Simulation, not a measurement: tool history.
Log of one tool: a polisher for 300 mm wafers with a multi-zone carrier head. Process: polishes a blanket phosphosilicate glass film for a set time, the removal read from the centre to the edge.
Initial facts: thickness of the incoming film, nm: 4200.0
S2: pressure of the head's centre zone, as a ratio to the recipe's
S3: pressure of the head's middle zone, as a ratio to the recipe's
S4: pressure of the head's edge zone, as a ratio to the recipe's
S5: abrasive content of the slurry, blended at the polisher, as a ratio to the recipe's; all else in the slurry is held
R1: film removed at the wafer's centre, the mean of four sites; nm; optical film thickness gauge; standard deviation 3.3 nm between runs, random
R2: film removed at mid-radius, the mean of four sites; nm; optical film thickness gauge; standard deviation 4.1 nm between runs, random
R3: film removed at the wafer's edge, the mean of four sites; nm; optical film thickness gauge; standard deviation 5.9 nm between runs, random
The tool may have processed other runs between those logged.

run 1 day=0.000 | flow_of_slurry_(ml/min)=280 S2=1.00 S3=1.00 S4=1.00 S5=1.00 polishing_time_(s)=43 | R1=318.74 R2=318.44 R3=313.65
run 2 day=0.179 | flow_of_slurry_(ml/min)=235 S2=1.00 S3=1.00 S4=1.00 S5=1.00 polishing_time_(s)=43 | R1=305.29 R2=316.38 R3=300.48
run 3 day=0.496 | flow_of_slurry_(ml/min)=280 S2=0.99 S3=1.01 S4=1.05 S5=1.15 polishing_time_(s)=44 | R1=339.16 R2=353.08 R3=347.57
run 4 day=0.850 | flow_of_slurry_(ml/min)=315 S2=0.98 S3=1.00 S4=1.09 S5=1.25 polishing_time_(s)=45 | R1=365.13 R2=378.61 R3=376.83
run 5 day=1.058 | flow_of_slurry_(ml/min)=310 S2=0.96 S3=0.97 S4=1.12 S5=1.30 polishing_time_(s)=47 | R1=377.78 R2=394.51 R3=407.42
run 6 day=1.167 | flow_of_slurry_(ml/min)=305 S2=0.95 S3=0.95 S4=1.14 S5=1.35 polishing_time_(s)=49 | R1=395.05 R2=409.27 R3=433.09
run 7 day=1.488 | flow_of_slurry_(ml/min)=310 S2=0.94 S3=0.94 S4=1.15 S5=1.40 polishing_time_(s)=50 | R1=404.35 R2=414.58 R3=444.94

Run 8, settings as shown, results not yet in. Your forecast:
run 8 day=1.638 | flow_of_slurry_(ml/min)=310 S2=0.93 S3=0.93 S4=1.16 S5=1.45 polishing_time_(s)=51 | R1=? R2=? R3=?

Logged for run 8: R1 414.31 nm, R2 426.93 nm, R3 471.10 nm.
